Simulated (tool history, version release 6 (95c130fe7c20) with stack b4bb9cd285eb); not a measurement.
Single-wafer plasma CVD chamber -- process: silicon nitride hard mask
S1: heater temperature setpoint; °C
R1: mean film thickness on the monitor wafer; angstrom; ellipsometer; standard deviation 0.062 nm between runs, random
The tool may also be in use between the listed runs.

Run 1, hour 0: S1 420 °C, chamber pressure (Torr) 2.1, RF power (W) 360, deposition time (s) 21.5. Result: R1 272.37 angstrom.
Run 2, hour 1.5: S1 420 °C, chamber pressure (Torr) 2.2, RF power (W) 360, deposition time (s) 21.5. Result: R1 276.42 angstrom.
Run 3, hour 8.5: S1 420 °C, chamber pressure (Torr) 2.27, RF power (W) 360, deposition time (s) 21.5. Result: R1 278.85 angstrom.
Run 4, hour 13: S1 420 °C, chamber pressure (Torr) 2.32, RF power (W) 360, deposition time (s) 21.5. Result: R1 280.5 angstrom.
Run 5, hour 19.8: S1 420 °C, chamber pressure (Torr) 2.36, RF power (W) 360, deposition time (s) 21.5. Result: R1 282.22 angstrom.
Run 6, hour 28.3: S1 420 °C, chamber pressure (Torr) 2.36, RF power (W) 390, deposition time (s) 21.5. Result: R1 294.01 angstrom.

Estimate the outcome of run 7 from the log above:
Run 7, hour 30.4: S1 420 °C, chamber pressure (Torr) 2.31, RF power (W) 390, deposition time (s) 21.5. Result: R1 ?.

{"run 7": {"R1": 292.41}}
